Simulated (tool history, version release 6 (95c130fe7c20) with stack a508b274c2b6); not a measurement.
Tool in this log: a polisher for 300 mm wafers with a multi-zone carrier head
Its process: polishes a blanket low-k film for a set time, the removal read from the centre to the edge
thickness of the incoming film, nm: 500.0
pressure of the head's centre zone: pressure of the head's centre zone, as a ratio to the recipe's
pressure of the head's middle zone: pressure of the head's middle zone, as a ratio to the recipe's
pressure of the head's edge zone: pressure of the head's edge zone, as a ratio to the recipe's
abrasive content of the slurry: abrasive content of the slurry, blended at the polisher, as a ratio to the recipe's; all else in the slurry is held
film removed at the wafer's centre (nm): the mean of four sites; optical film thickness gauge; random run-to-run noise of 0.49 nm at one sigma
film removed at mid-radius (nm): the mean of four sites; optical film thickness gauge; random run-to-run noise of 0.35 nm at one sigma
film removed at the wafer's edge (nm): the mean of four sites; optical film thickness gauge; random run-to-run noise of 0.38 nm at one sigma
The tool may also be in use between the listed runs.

run,hour,flow of slurry (ml/min),pressure of the head's centre zone,pressure of the head's middle zone,pressure of the head's edge zone,abrasive content of the slurry,polishing time (s),film removed at the wafer's centre (nm),film removed at mid-radius (nm),film removed at the wafer's edge (nm)
1,0.0,265,1.00,1.00,1.00,1.00,72,39.851,40.114,41.452
2,3.0,265,0.99,1.00,0.97,0.95,72,39.157,39.073,40.960
3,8.0,265,1.07,1.00,0.97,0.95,72,41.180,38.967,40.209
4,15.2,265,1.07,1.00,0.97,0.85,72,37.961,36.647,38.083
5,16.9,265,1.07,1.02,0.96,0.80,72,37.735,36.225,35.785
6,20.9,265,1.07,1.02,0.96,0.80,59,31.317,29.390,29.309
7,25.0,270,1.05,1.04,0.98,0.85,59,31.217,31.262,31.035
8,25.9,280,1.05,1.05,0.99,0.85,59,31.591,31.519,31.859
9,28.7,290,1.05,1.07,0.99,0.85,59,30.995,32.291,30.783
10,29.9,290,1.05,1.07,1.00,0.90,59,32.204,33.076,31.866
11,36.0,290,1.05,1.07,1.01,0.90,59,33.099,33.372,33.049
12,39.0,295,1.04,1.08,1.01,0.90,59,32.903,32.776,32.360

What will run 13 give?
13,43.8,290,1.02,1.09,1.02,0.90,59,?,?,?

film removed at the wafer's centre (nm): 31.934
film removed at mid-radius (nm): 33.505
film removed at the wafer's edge (nm): 33.062
